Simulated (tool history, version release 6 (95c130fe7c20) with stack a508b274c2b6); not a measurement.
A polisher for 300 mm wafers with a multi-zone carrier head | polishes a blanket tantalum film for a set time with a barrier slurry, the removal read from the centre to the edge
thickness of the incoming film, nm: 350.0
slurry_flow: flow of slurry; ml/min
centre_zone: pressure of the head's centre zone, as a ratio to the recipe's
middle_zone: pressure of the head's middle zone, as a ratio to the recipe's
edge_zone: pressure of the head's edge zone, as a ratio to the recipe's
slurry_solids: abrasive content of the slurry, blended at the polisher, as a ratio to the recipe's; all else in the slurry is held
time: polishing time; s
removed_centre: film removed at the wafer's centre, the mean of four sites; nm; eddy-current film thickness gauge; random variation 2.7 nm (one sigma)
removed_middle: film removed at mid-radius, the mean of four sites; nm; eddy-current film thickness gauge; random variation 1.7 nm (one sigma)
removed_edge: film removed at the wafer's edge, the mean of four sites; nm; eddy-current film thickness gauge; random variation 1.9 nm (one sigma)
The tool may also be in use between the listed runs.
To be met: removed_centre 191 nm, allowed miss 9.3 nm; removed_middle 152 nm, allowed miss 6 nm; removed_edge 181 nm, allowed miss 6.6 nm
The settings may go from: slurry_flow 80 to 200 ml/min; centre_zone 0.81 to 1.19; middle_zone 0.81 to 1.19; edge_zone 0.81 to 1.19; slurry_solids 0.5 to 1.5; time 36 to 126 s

{"run": 1, "hour": 0.0, "slurry_flow": 130, "centre_zone": 1, "middle_zone": 1, "edge_zone": 1, "slurry_solids": 1, "time": 81, "removed_centre": 112.57, "removed_middle": 124.99, "removed_edge": 125.23}
{"run": 2, "hour": 3.6, "slurry_flow": 140, "centre_zone": 1.06, "middle_zone": 0.96, "edge_zone": 1.04, "slurry_solids": 1.15, "time": 84, "removed_centre": 131.24, "removed_middle": 136.44, "removed_edge": 138.87}
{"run": 3, "hour": 4.8, "slurry_flow": 140, "centre_zone": 1.06, "middle_zone": 0.92, "edge_zone": 1.04, "slurry_solids": 1.15, "time": 84, "removed_centre": 128.66, "removed_middle": 128.99, "removed_edge": 141.26}
{"run": 4, "hour": 10.6, "slurry_flow": 150, "centre_zone": 1.1, "middle_zone": 0.88, "edge_zone": 1.03, "slurry_solids": 1.25, "time": 87, "removed_centre": 145.01, "removed_middle": 131.23, "removed_edge": 148.88}
{"run": 5, "hour": 11.5, "slurry_flow": 130, "centre_zone": 1.1, "middle_zone": 0.88, "edge_zone": 1.03, "slurry_solids": 1.25, "time": 87, "removed_centre": 141.02, "removed_middle": 130.75, "removed_edge": 148.01}
{"run": 6, "hour": 15.1, "slurry_flow": 140, "centre_zone": 1.13, "middle_zone": 0.87, "edge_zone": 1.05, "slurry_solids": 1.35, "time": 89, "removed_centre": 153.9, "removed_middle": 136.4, "removed_edge": 155.3}
{"run": 7, "hour": 19.6, "slurry_flow": 145, "centre_zone": 1.15, "middle_zone": 0.86, "edge_zone": 1.07, "slurry_solids": 1.4, "time": 91, "removed_centre": 165.56, "removed_middle": 142.19, "removed_edge": 163.87}
{"run": 8, "hour": 22.9, "slurry_flow": 180, "centre_zone": 1.19, "middle_zone": 0.83, "edge_zone": 1.14, "slurry_solids": 1.5, "time": 91, "removed_centre": 177.1, "removed_middle": 139.89, "removed_edge": 174.48}
{"run": 9, "hour": 31.2, "slurry_flow": 185, "centre_zone": 1.19, "middle_zone": 0.83, "edge_zone": 1.12, "slurry_solids": 1.5, "time": 92, "removed_centre": 175.46, "removed_middle": 142.71, "removed_edge": 174.81}

Which of these 4 next moves meets every target?
{"run": "A", "hour": 39.5, "slurry_flow": 200, "centre_zone": 1.15, "middle_zone": 0.92, "edge_zone": 1.01, "slurry_solids": 1.45, "time": 92, "removed_centre": "?", "removed_middle": "?", "removed_edge": "?"}
{"run": "B", "hour": 39.5, "slurry_flow": 175, "centre_zone": 1.19, "middle_zone": 0.84, "edge_zone": 1.1, "slurry_solids": 1.45, "time": 98, "removed_centre": "?", "removed_middle": "?", "removed_edge": "?"}
{"run": "C", "hour": 39.5, "slurry_flow": 200, "centre_zone": 1.04, "middle_zone": 0.95, "edge_zone": 1.15, "slurry_solids": 1.5, "time": 87, "removed_centre": "?", "removed_middle": "?", "removed_edge": "?"}
{"run": "D", "hour": 39.5, "slurry_flow": 185, "centre_zone": 1.1, "middle_zone": 0.85, "edge_zone": 1.17, "slurry_solids": 1.4, "time": 92, "removed_centre": "?", "removed_middle": "?", "removed_edge": "?"}

move=A removed_centre=170.85 removed_middle=153.55 removed_edge=166.82
move=B removed_centre=184.86 removed_middle=150.27 removed_edge=183.35
move=C removed_centre=146.98 removed_middle=149.95 removed_edge=169.56
move=D removed_centre=160.2 removed_middle=142.22 removed_edge=177.13
A: further off than the last run
B: meets every target
C: further off than the last run
D: further off than the last run
The right move is B.

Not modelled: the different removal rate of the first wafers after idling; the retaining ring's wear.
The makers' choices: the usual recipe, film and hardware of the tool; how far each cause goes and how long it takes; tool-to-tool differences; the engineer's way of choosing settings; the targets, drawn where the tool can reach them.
